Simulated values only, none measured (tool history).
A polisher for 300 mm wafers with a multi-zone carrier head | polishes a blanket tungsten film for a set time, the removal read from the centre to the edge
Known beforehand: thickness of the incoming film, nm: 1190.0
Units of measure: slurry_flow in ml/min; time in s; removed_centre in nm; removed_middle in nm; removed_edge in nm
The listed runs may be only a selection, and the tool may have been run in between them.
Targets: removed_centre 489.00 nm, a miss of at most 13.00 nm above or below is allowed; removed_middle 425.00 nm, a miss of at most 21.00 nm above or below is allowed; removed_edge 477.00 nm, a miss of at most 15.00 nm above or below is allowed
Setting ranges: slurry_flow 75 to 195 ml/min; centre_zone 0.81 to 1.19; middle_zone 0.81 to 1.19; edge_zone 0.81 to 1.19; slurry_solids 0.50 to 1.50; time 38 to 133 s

run,hour,slurry_flow,centre_zone,middle_zone,edge_zone,slurry_solids,time,removed_centre,removed_middle,removed_edge
1,0.0,125,1.00,1.00,1.00,1.00,85,341.77,351.36,354.45
2,0.5,130,1.02,0.99,1.03,1.10,86,363.44,361.07,364.78
3,2.3,160,1.02,0.99,1.03,1.10,86,378.52,373.43,374.84
4,11.3,160,1.03,0.97,1.05,1.15,88,399.79,371.93,401.36
5,15.3,160,0.97,0.97,1.05,1.15,88,380.05,379.72,396.47
6,19.0,160,0.97,0.97,1.05,1.30,88,379.61,378.27,395.73
7,19.7,165,0.99,0.97,1.07,1.30,89,397.21,392.41,414.96
8,27.6,170,1.02,0.97,1.09,1.35,89,416.34,399.11,420.21

Which one of the following 5 next-run settings gets every result inside its allowed miss? There is exactly one.
A,35.5,190,1.19,0.89,1.04,1.35,89,?,?,?
B,35.5,180,1.09,0.93,1.13,1.35,99,?,?,?
C,35.5,195,1.07,0.96,0.97,1.50,80,?,?,?
D,35.5,150,0.90,0.81,1.17,1.25,103,?,?,?
E,35.5,195,1.16,0.81,1.10,1.30,99,?,?,?

move,removed_centre,removed_middle,removed_edge
A,481.56,369.78,419.74
B,488.69,423.19,483.49
C,400.50,361.89,371.88
D,404.78,376.13,495.01
E,521.78,379.92,479.16
A: meets the target for the result that was furthest off, but another lies outside its allowed miss
B: meets every target
C: lands further from the targets than the last run did
D: lands further from the targets than the last run did
E: carries the result that was furthest off beyond its target, to the other side
Go with B: it meets all targets.
